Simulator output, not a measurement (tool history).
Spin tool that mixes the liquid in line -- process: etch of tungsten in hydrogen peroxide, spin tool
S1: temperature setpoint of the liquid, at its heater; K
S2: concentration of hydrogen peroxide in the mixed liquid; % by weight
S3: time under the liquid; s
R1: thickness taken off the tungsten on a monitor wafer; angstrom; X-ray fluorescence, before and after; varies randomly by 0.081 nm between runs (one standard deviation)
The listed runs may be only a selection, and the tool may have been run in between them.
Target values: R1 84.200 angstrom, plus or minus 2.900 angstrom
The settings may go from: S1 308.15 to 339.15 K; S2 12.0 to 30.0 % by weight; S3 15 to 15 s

run	hour	S1	S2	S3	R1
1	0.0	324.15	20.5	15	200.150
2	3.8	320.65	20.5	15	161.470
3	8.6	320.65	18.5	15	151.770
4	10.0	320.65	17.0	15	145.850
5	14.2	318.15	17.0	15	127.730
6	20.0	318.15	17.0	15	123.960
7	28.8	310.65	17.0	15	76.678
8	30.8	311.15	17.0	15	80.527

4 next moves are on the table. One of them brings every result within its allowed miss. Which?
A	32.8	311.65	13.5	15	?
B	32.8	313.15	18.0	15	?
C	32.8	312.65	15.5	15	?
D	32.8	312.65	17.5	15	?

move	R1
A	73.398
B	93.489
C	83.972
D	89.225
A: its largest miss is bigger than the last run's
B: moves the result that the last run missed by most past its target, out the other side
C: in spec on every target
D: moves the result that the last run missed by most past its target, out the other side
The right move is C.

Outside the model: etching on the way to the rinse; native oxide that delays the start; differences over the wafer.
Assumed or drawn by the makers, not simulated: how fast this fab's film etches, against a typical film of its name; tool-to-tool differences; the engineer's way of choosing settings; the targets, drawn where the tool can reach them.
